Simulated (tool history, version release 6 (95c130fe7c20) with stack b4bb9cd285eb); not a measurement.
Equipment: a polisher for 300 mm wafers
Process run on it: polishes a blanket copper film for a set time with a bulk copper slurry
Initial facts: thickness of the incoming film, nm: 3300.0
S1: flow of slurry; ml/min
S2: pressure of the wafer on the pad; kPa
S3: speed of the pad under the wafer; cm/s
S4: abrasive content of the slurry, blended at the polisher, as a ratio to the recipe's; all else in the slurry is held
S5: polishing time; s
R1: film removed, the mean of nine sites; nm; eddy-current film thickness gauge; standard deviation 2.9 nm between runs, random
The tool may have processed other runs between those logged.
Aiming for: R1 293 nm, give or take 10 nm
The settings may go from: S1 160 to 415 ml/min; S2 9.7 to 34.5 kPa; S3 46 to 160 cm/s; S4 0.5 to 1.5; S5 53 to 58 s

Run 1, hour 0: S1 265 ml/min, S2 22.1 kPa, S3 102 cm/s, S4 1, S5 58 s. Result: R1 597.9 nm.
Run 2, hour 2.8: S1 265 ml/min, S2 18.6 kPa, S3 98 cm/s, S4 1, S5 58 s. Result: R1 499.28 nm.
Run 3, hour 6.7: S1 290 ml/min, S2 18.6 kPa, S3 98 cm/s, S4 1, S5 58 s. Result: R1 492.14 nm.
Run 4, hour 9.9: S1 290 ml/min, S2 15.9 kPa, S3 94 cm/s, S4 1, S5 58 s. Result: R1 406.78 nm.
Run 5, hour 12.5: S1 290 ml/min, S2 15.9 kPa, S3 94 cm/s, S4 1, S5 53 s. Result: R1 367.03 nm.
Run 6, hour 18.6: S1 290 ml/min, S2 15.9 kPa, S3 94 cm/s, S4 1.1, S5 53 s. Result: R1 374.97 nm.
Run 7, hour 24.2: S1 290 ml/min, S2 15.9 kPa, S3 94 cm/s, S4 1.1, S5 53 s. Result: R1 377.68 nm.
Run 8, hour 30: S1 285 ml/min, S2 9.7 kPa, S3 92 cm/s, S4 1.1, S5 53 s. Result: R1 228.8 nm.
Run 9, hour 34.4: S1 305 ml/min, S2 10.3 kPa, S3 92 cm/s, S4 1.1, S5 53 s. Result: R1 245.8 nm.
Run 10, hour 36: S1 305 ml/min, S2 11 kPa, S3 92 cm/s, S4 1.1, S5 53 s. Result: R1 266.67 nm.
Run 11, hour 41.7: S1 320 ml/min, S2 11 kPa, S3 92 cm/s, S4 1.1, S5 53 s. Result: R1 270.48 nm.

Of the 4 settings listed for the next run, only one would bring every result within its allowed miss of target. Which one?
Run A, hour 47.4: S1 385 ml/min, S2 9.7 kPa, S3 96 cm/s, S4 1.1, S5 55 s. Result: R1 ?.
Run B, hour 47.4: S1 300 ml/min, S2 11.7 kPa, S3 80 cm/s, S4 1.15, S5 58 s. Result: R1 ?.
Run C, hour 47.4: S1 305 ml/min, S2 11 kPa, S3 104 cm/s, S4 0.95, S5 54 s. Result: R1 ?.
Run D, hour 47.4: S1 345 ml/min, S2 9.7 kPa, S3 106 cm/s, S4 1.1, S5 53 s. Result: R1 ?.

move      R1
   A  255.18
   B  267.52
   C  292.49
   D  268.39
A: the biggest miss grows against the last run
B: the biggest miss grows against the last run
C: hits every target within its allowed miss
D: the biggest miss grows against the last run
The right move is C.
